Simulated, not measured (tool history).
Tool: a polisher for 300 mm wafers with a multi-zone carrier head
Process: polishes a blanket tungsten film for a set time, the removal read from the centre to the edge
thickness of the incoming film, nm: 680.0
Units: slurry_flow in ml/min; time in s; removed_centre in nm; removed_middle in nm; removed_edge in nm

run,day,slurry_flow,centre_zone,middle_zone,edge_zone,slurry_solids,time,removed_centre,removed_middle,removed_edge
1,0,130,1,1,1,1,71,211.72,212.44,214.06
2,0.104,125,1.01,0.97,0.98,0.9,64,184.08,181.47,180.81
3,0.417,120,1.03,0.94,0.99,0.85,59,174.3,159.3,171.87
4,0.454,120,1.1,0.94,0.99,0.85,59,183.41,158.91,168.03
5,0.646,120,1.05,0.94,0.99,0.85,59,175.27,159.27,166.65
6,0.825,115,1.05,0.92,0.98,0.8,56,159.91,146.67,154.39

The next listed run, before its measurement:
7,0.858,110,1.06,0.9,0.97,0.75,53,?,?,?

removed_centre: 148.73 nm
removed_middle: 133.68 nm
removed_edge: 142.99 nm

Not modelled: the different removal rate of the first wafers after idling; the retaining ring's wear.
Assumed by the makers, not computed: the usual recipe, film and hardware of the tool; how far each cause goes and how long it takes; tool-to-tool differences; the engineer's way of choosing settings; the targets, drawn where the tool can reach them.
